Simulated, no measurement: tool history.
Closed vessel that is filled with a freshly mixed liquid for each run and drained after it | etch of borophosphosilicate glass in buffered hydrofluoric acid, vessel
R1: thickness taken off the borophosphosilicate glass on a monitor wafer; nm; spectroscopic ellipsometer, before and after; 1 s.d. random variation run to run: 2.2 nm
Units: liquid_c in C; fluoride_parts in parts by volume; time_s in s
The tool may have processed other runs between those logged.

Run 1, day 0.000: liquid_c 23.0 C, fluoride_parts 8.5 parts by volume, time_s 35 s. Result: R1 143.38 nm.
Run 2, day 0.379: liquid_c 20.0 C, fluoride_parts 8.5 parts by volume, time_s 35 s. Result: R1 122.87 nm.
Run 3, day 0.429: liquid_c 22.0 C, fluoride_parts 8.0 parts by volume, time_s 35 s. Result: R1 146.83 nm.
Run 4, day 0.475: liquid_c 24.0 C, fluoride_parts 8.0 parts by volume, time_s 35 s. Result: R1 162.83 nm.
Run 5, day 0.746: liquid_c 25.5 C, fluoride_parts 8.0 parts by volume, time_s 35 s. Result: R1 173.39 nm.
Run 6, day 0.921: liquid_c 26.5 C, fluoride_parts 8.0 parts by volume, time_s 35 s. Result: R1 187.73 nm.
Run 7, day 1.104: liquid_c 27.5 C, fluoride_parts 8.0 parts by volume, time_s 35 s. Result: R1 197.85 nm.

Predict the results of run 8:
Run 8, day 1.279: liquid_c 28.0 C, fluoride_parts 8.0 parts by volume, time_s 35 s. Result: R1 ?.

R1: 202.50 nm

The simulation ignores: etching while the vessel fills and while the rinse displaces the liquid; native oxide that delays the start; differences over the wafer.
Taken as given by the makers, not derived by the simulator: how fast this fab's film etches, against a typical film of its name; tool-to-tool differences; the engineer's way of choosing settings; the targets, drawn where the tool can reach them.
